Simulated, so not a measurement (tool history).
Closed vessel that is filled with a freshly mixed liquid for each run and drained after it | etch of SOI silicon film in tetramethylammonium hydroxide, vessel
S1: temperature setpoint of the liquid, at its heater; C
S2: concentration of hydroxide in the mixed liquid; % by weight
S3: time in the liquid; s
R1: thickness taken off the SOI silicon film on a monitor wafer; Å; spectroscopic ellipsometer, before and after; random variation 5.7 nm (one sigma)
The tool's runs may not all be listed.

{"run": 1, "hour": 0.0, "S1": 76, "S2": 12.5, "S3": 95, "R1": 8117.4}
{"run": 2, "hour": 4.7, "S1": 77, "S2": 12.5, "S3": 95, "R1": 8665}
{"run": 3, "hour": 7.7, "S1": 78, "S2": 12.5, "S3": 95, "R1": 9145.8}
{"run": 4, "hour": 11.0, "S1": 78, "S2": 10, "S3": 95, "R1": 9881.2}
{"run": 5, "hour": 12.4, "S1": 78, "S2": 10, "S3": 95, "R1": 9854}
{"run": 6, "hour": 20.6, "S1": 78.5, "S2": 10, "S3": 95, "R1": 10253}
{"run": 7, "hour": 25.6, "S1": 79, "S2": 10, "S3": 95, "R1": 10500}
{"run": 8, "hour": 30.0, "S1": 79.5, "S2": 10, "S3": 95, "R1": 10787}
{"run": 9, "hour": 34.5, "S1": 80, "S2": 10, "S3": 95, "R1": 11023}

The next listed run, before its measurement:
{"run": 10, "hour": 40.9, "S1": 80.5, "S2": 10, "S3": 95, "R1": "?"}

Run 10 gave R1 11401 Å.

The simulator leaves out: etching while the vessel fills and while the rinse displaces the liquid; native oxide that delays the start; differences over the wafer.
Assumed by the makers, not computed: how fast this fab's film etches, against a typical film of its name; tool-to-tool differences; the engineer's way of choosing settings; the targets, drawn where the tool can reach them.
